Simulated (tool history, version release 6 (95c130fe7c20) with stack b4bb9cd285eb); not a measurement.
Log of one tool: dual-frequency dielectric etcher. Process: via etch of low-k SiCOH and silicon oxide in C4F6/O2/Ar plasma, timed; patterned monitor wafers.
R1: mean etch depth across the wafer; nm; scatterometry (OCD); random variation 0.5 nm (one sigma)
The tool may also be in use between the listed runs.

run 1 hour=0 | source_power_(W)=400 bias_power_(W)=155 etch_time_(s)=65 | R1=156.72
run 2 hour=2.6 | source_power_(W)=350 bias_power_(W)=155 etch_time_(s)=65 | R1=145.53
run 3 hour=4.1 | source_power_(W)=350 bias_power_(W)=167 etch_time_(s)=65 | R1=148.68
run 4 hour=7.5 | source_power_(W)=280 bias_power_(W)=167 etch_time_(s)=65 | R1=131.41
-- hour=15.6 bias power generator calibrated
run 5 hour=15.6 | source_power_(W)=330 bias_power_(W)=169 etch_time_(s)=65 | R1=143.71
run 6 hour=16.4 | source_power_(W)=370 bias_power_(W)=170 etch_time_(s)=65 | R1=152.67
run 7 hour=19.6 | source_power_(W)=400 bias_power_(W)=171 etch_time_(s)=65 | R1=159.67
run 8 hour=26.5 | source_power_(W)=400 bias_power_(W)=171 etch_time_(s)=65 | R1=159.66
run 9 hour=34.3 | source_power_(W)=430 bias_power_(W)=172 etch_time_(s)=65 | R1=166.36
run 10 hour=38.8 | source_power_(W)=450 bias_power_(W)=173 etch_time_(s)=65 | R1=170.19
run 11 hour=39.8 | source_power_(W)=470 bias_power_(W)=174 etch_time_(s)=65 | R1=174.5
run 12 hour=47.5 | source_power_(W)=480 bias_power_(W)=175 etch_time_(s)=65 | R1=176.15
run 13 hour=49.3 | source_power_(W)=490 bias_power_(W)=176 etch_time_(s)=65 | R1=179.09

Run 14 comes next. What will it give?
run 14 hour=51.6 | source_power_(W)=490 bias_power_(W)=176 etch_time_(s)=65 | R1=?

R1: 179.21 nm
